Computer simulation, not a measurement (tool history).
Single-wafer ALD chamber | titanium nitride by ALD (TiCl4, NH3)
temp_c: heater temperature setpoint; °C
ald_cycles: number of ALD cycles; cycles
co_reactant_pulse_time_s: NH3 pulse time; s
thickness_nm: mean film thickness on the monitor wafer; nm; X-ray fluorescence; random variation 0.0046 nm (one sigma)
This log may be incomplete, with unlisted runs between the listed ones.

{"run": 1, "hour": 0.0, "temp_c": 390, "ald_cycles": 72, "co_reactant_pulse_time_s": 1.63, "thickness_nm": 1.4199}
{"run": 2, "hour": 7.4, "temp_c": 387, "ald_cycles": 72, "co_reactant_pulse_time_s": 1.5, "thickness_nm": 1.4146}
{"run": 3, "hour": 16.0, "temp_c": 384, "ald_cycles": 72, "co_reactant_pulse_time_s": 1.39, "thickness_nm": 1.3884}
{"run": 4, "hour": 23.0, "temp_c": 382, "ald_cycles": 72, "co_reactant_pulse_time_s": 1.29, "thickness_nm": 1.3697}
{"run": 5, "hour": 29.1, "temp_c": 380, "ald_cycles": 72, "co_reactant_pulse_time_s": 1.2, "thickness_nm": 1.3576}
{"run": 6, "hour": 38.1, "temp_c": 378, "ald_cycles": 72, "co_reactant_pulse_time_s": 1.12, "thickness_nm": 1.3354}
{"run": 7, "hour": 42.9, "temp_c": 377, "ald_cycles": 72, "co_reactant_pulse_time_s": 1.06, "thickness_nm": 1.3246}
{"run": 8, "hour": 48.8, "temp_c": 366, "ald_cycles": 72, "co_reactant_pulse_time_s": 0.59, "thickness_nm": 0.67925}
{"run": 9, "hour": 55.0, "temp_c": 369, "ald_cycles": 72, "co_reactant_pulse_time_s": 0.59, "thickness_nm": 0.71001}
{"run": 10, "hour": 63.2, "temp_c": 374, "ald_cycles": 72, "co_reactant_pulse_time_s": 0.59, "thickness_nm": 0.75448}
{"run": 11, "hour": 72.1, "temp_c": 378, "ald_cycles": 72, "co_reactant_pulse_time_s": 0.63, "thickness_nm": 0.96611}
{"run": 12, "hour": 73.8, "temp_c": 379, "ald_cycles": 72, "co_reactant_pulse_time_s": 0.63, "thickness_nm": 0.97407}
{"run": 13, "hour": 82.3, "temp_c": 380, "ald_cycles": 72, "co_reactant_pulse_time_s": 0.63, "thickness_nm": 0.98938}
{"run": 14, "hour": 87.7, "temp_c": 381, "ald_cycles": 72, "co_reactant_pulse_time_s": 0.63, "thickness_nm": 0.98832}

Run 15 is up next; what results do you expect?
{"run": 15, "hour": 89.5, "temp_c": 382, "ald_cycles": 72, "co_reactant_pulse_time_s": 0.63, "thickness_nm": "?"}

Run 15 produced thickness_nm 0.99569 nm.
